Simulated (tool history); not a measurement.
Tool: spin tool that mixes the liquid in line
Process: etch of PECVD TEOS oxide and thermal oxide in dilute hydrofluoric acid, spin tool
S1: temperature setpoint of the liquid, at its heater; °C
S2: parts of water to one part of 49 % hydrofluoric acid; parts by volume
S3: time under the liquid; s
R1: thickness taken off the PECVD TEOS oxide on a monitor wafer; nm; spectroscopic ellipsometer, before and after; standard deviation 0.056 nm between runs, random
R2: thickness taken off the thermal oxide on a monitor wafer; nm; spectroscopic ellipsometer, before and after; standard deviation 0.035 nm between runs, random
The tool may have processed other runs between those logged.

run	hour	S1	S2	S3	R1	R2
1	0	21	115	180	17.257	5.7735
2	2.3	21	85	180	24.365	8.1026
3	9.2	24	85	180	27.153	9.2892
4	17.2	24	85	215	32.245	11.109
5	24.5	22.5	105	215	23.898	8.0708
6	32	21.5	115	215	20.975	7.1474
7	34.7	20.5	125	215	18.161	6.103

What will run 8 give?
# hour 35.6: hydrofluoric acid flow meter replaced
8	35.6	20	130	215	?	?

Run 8 measured R1 19.383 nm, R2 6.5604 nm.

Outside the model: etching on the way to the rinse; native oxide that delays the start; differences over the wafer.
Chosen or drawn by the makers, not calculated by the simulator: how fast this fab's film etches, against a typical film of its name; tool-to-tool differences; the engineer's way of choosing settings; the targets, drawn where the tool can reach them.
